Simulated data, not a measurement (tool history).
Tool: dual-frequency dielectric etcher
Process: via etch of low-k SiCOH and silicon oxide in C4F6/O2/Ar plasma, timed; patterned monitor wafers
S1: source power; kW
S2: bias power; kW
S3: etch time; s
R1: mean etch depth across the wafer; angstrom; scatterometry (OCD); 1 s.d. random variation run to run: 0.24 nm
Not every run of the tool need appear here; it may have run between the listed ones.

{"run": 1, "hour": 0.0, "S1": 0.24, "S2": 0.144, "S3": 60, "R1": 917.97}
{"run": 2, "hour": 5.4, "S1": 0.24, "S2": 0.167, "S3": 60, "R1": 954.77}
{"run": 3, "hour": 14.3, "S1": 0.22, "S2": 0.165, "S3": 60, "R1": 918.97}
{"run": 4, "hour": 22.9, "S1": 0.24, "S2": 0.165, "S3": 60, "R1": 960.88}
{"run": 5, "hour": 25.6, "S1": 0.23, "S2": 0.164, "S3": 60, "R1": 940.13}
{"hour": 34.3, "done": "wet clean of the chamber"}
{"run": 6, "hour": 34.3, "S1": 0.25, "S2": 0.164, "S3": 60, "R1": 1011.9}
{"run": 7, "hour": 37.7, "S1": 0.25, "S2": 0.164, "S3": 60, "R1": 1016.9}

Predict the results of run 8:
{"run": 8, "hour": 43.1, "S1": 0.24, "S2": 0.164, "S3": 60, "R1": "?"}

{"run 8": {"R1": 988.67}}
